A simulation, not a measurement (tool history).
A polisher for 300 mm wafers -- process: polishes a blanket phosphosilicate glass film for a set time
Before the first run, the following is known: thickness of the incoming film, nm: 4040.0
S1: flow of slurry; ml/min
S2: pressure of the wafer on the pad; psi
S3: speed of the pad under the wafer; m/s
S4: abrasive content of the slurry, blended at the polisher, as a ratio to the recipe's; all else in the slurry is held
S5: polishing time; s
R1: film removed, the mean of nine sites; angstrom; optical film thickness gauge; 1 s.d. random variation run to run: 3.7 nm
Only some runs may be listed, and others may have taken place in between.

{"run": 1, "day": 0.0, "S1": 220, "S2": 4.1, "S3": 0.76, "S4": 1.0, "S5": 43, "R1": 4450.2}
{"run": 2, "day": 0.133, "S1": 225, "S2": 4.3, "S3": 0.76, "S4": 1.0, "S5": 43, "R1": 4592.1}
{"run": 3, "day": 0.233, "S1": 225, "S2": 4.3, "S3": 0.76, "S4": 0.85, "S5": 43, "R1": 4333.8}
{"run": 4, "day": 0.417, "S1": 260, "S2": 4.3, "S3": 0.76, "S4": 0.85, "S5": 43, "R1": 4423.7}
{"run": 5, "day": 0.738, "S1": 260, "S2": 4.3, "S3": 0.68, "S4": 0.85, "S5": 43, "R1": 4145.4}
{"run": 6, "day": 0.846, "S1": 260, "S2": 3.4, "S3": 0.68, "S4": 0.85, "S5": 43, "R1": 3302.0}
{"run": 7, "day": 0.888, "S1": 265, "S2": 3.8, "S3": 0.68, "S4": 0.85, "S5": 43, "R1": 3717.3}
{"day": 0.992, "done": "slurry nozzle cleaned"}
{"run": 8, "day": 0.992, "S1": 275, "S2": 4.1, "S3": 0.68, "S4": 0.85, "S5": 43, "R1": 4156.4}
{"run": 9, "day": 1.342, "S1": 285, "S2": 4.2, "S3": 0.68, "S4": 0.85, "S5": 43, "R1": 4297.7}
{"run": 10, "day": 1.542, "S1": 295, "S2": 4.3, "S3": 0.68, "S4": 0.85, "S5": 43, "R1": 4359.5}
{"run": 11, "day": 1.696, "S1": 300, "S2": 4.5, "S3": 0.68, "S4": 0.85, "S5": 43, "R1": 4602.9}
{"run": 12, "day": 1.896, "S1": 305, "S2": 4.6, "S3": 0.68, "S4": 0.85, "S5": 43, "R1": 4696.8}
{"run": 13, "day": 2.008, "S1": 310, "S2": 4.7, "S3": 0.68, "S4": 0.85, "S5": 43, "R1": 4763.7}
{"run": 14, "day": 2.183, "S1": 315, "S2": 4.8, "S3": 0.68, "S4": 0.85, "S5": 43, "R1": 4900.6}
{"run": 15, "day": 2.275, "S1": 320, "S2": 4.9, "S3": 0.68, "S4": 0.85, "S5": 43, "R1": 4971.6}

Run 16 has not been measured yet. What should we expect?
{"run": 16, "day": 2.488, "S1": 320, "S2": 5.0, "S3": 0.68, "S4": 0.85, "S5": 43, "R1": "?"}

{"run 16": {"R1": 5151.8}}
